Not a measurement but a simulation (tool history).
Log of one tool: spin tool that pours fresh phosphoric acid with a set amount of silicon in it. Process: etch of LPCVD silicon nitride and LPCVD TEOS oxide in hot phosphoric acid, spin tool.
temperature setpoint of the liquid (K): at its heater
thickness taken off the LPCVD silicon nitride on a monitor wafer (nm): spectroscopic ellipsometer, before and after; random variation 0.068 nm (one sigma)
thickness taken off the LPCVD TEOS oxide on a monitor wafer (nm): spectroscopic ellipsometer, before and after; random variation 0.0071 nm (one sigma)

run	day	temperature setpoint of the liquid (K)	silicon dissolved in the acid as it is poured (mg a litre)	time under the liquid (s)	thickness taken off the LPCVD silicon nitride on a monitor wafer (nm)	thickness taken off the LPCVD TEOS oxide on a monitor wafer (nm)
1	0	433.15	26	115	10.184	0.15549
2	0.054	432.65	30	110	9.4837	0.11654
3	0.4	433.65	30	110	9.7809	0.13316
4	0.596	433.15	33	105	9.2811	0.12605
5	0.742	431.65	33	105	8.8935	0.098692
6	0.796	431.15	35.5	100	8.2113	0.066592
7	1.112	431.15	36	95	7.8225	0.071177
8	1.421	431.15	37	95	7.9486	0.064626

Run 9 comes next. What will it give?
9	1.633	431.15	37.5	95	?	?

thickness taken off the LPCVD silicon nitride on a monitor wafer (nm): 7.8393
thickness taken off the LPCVD TEOS oxide on a monitor wafer (nm): 0.059419

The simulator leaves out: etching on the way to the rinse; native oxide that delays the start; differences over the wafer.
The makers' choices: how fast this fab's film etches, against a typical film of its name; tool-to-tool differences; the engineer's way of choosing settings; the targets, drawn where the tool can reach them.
